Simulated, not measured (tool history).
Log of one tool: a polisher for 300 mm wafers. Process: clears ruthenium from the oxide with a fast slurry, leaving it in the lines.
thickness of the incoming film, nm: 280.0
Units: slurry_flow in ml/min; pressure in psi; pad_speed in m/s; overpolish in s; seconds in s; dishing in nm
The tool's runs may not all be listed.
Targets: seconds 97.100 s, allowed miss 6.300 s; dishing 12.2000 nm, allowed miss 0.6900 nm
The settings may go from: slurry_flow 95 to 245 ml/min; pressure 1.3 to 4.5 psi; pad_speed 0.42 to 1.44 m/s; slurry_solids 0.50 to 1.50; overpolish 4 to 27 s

| run | hour | slurry_flow | pressure | pad_speed | slurry_solids | overpolish | seconds | dishing |
|---|---|---|---|---|---|---|---|---|
| 1 | 0.0 | 155 | 2.9 | 0.92 | 1.00 | 14 | 59.289 | 45.9770 |
| 2 | 8.9 | 155 | 3.3 | 0.92 | 1.00 | 14 | 52.454 | 49.8030 |
| 3 | 12.2 | 145 | 3.3 | 0.84 | 0.90 | 12 | 59.898 | 39.4570 |
| 4 | 13.6 | 145 | 3.3 | 1.02 | 0.90 | 12 | 50.361 | 44.6800 |
| 5 | 18.0 | 145 | 3.3 | 1.02 | 0.90 | 17 | 50.414 | 54.9750 |
| 6 | 23.4 | 135 | 3.3 | 0.92 | 0.85 | 15 | 60.003 | 47.9860 |
| 7 | 24.6 | 155 | 3.0 | 0.90 | 0.80 | 13 | 68.625 | 38.3110 |
| 8 | 28.6 | 170 | 2.8 | 0.88 | 0.75 | 11 | 76.137 | 30.8260 |
| 9 | 35.2 | 185 | 2.6 | 0.90 | 0.70 | 10 | 82.900 | 26.2380 |
| 10 | 40.0 | 195 | 2.4 | 0.96 | 0.65 | 9 | 88.463 | 22.8080 |
| 11 | 45.1 | 205 | 2.2 | 1.04 | 0.60 | 8 | 97.908 | 18.5270 |
| 12 | 53.3 | 210 | 2.1 | 1.10 | 0.60 | 7 | 95.266 | 17.1800 |
| 13 | 57.0 | 245 | 1.3 | 1.36 | 0.50 | 4 | 152.510 | 6.6303 |
| 14 | 64.5 | 230 | 1.4 | 1.36 | 0.50 | 4 | 141.470 | 6.9331 |
| 15 | 72.6 | 230 | 1.5 | 1.34 | 0.50 | 4 | 131.570 | 7.3499 |
| 16 | 79.1 | 230 | 1.5 | 1.34 | 0.50 | 4 | 130.800 | 7.3221 |
| 17 | 81.1 | 230 | 1.6 | 1.30 | 0.50 | 4 | 125.360 | 7.6735 |
| 18 | 86.2 | 230 | 1.7 | 1.26 | 0.50 | 4 | 127.650 | 7.8487 |
| 19 | 92.1 | 215 | 1.8 | 1.24 | 0.50 | 4 | 121.800 | 8.0027 |
| 20 | 94.4 | 220 | 1.9 | 1.20 | 0.50 | 4 | 114.700 | 8.0968 |
| 21 | 98.5 | 220 | 2.0 | 1.16 | 0.50 | 4 | 117.800 | 8.4154 |
| 22 | 101.5 | 220 | 2.8 | 1.12 | 0.55 | 8 | 76.424 | 22.5100 |
| 23 | 104.3 | 200 | 2.7 | 1.12 | 0.55 | 8 | 78.989 | 22.2040 |
| 24 | 112.5 | 200 | 2.6 | 1.16 | 0.60 | 8 | 74.930 | 23.5050 |
| 25 | 121.5 | 200 | 2.5 | 1.18 | 0.60 | 8 | 78.582 | 23.9210 |
| 26 | 125.1 | 200 | 2.4 | 1.18 | 0.65 | 8 | 72.656 | 23.3000 |
| 27 | 133.2 | 180 | 1.6 | 0.92 | 0.90 | 4 | 107.440 | 9.0723 |

4 next moves are on the table. One of them brings every result within its allowed miss. Which?
| A | 141.3 | 155 | 2.2 | 1.02 | 0.65 | 5 | ? | ? |
| B | 141.3 | 180 | 1.5 | 1.08 | 0.95 | 6 | ? | ? |
| C | 141.3 | 185 | 1.4 | 0.94 | 0.95 | 5 | ? | ? |
| D | 141.3 | 140 | 1.8 | 0.98 | 1.10 | 5 | ? | ? |

| move | seconds | dishing |
|---|---|---|
| A | 99.771 | 12.1800 |
| B | 99.124 | 14.5120 |
| C | 120.480 | 10.2020 |
| D | 88.149 | 13.6670 |
A: meets every target
B: takes the result that was furthest off past its target
C: nearer than the last run, and not there yet
D: takes the result that was furthest off past its target
Answer: A
